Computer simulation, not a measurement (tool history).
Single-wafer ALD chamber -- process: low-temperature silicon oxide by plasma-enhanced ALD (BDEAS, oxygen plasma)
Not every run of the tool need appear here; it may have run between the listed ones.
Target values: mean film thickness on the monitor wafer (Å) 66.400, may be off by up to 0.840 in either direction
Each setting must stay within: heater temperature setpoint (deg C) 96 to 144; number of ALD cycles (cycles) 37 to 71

run,hour,heater temperature setpoint (deg C),number of ALD cycles (cycles),mean film thickness on the monitor wafer (Å)
1,0.0,120,54,77.018
2,8.3,121,53,76.158
3,16.1,122,52,73.603
4,22.1,124,52,73.779
5,28.6,125,51,72.182
6,29.5,126,51,71.794
7,35.9,128,51,71.951
8,39.2,129,51,71.071
# hour 44.7: thermocouple changed; heater temperature recalibrated
9,44.7,130,51,70.865
10,50.1,131,51,71.032
11,53.8,132,51,70.618
12,62.1,133,51,70.350
13,64.5,134,51,70.363
14,69.9,135,51,69.881
15,73.7,136,51,69.692
16,75.5,137,51,69.669
17,84.5,138,51,69.439

Of the 5 settings listed for the next run, only one would bring every result within its allowed miss of target. Which one?
A,93.5,139,52,?
B,93.5,144,48,?
C,93.5,140,47,?
D,93.5,143,49,?
E,93.5,140,51,?

move,mean film thickness on the monitor wafer (Å)
A,70.559
B,64.406
C,63.632
D,65.896
E,69.048
A: lands further from the targets than the last run did
B: carries the result that was furthest off beyond its target, to the other side
C: carries the result that was furthest off beyond its target, to the other side
D: all results in spec
E: closer than the last run, but not yet in spec
So the answer is move D, the one that meets all the targets.
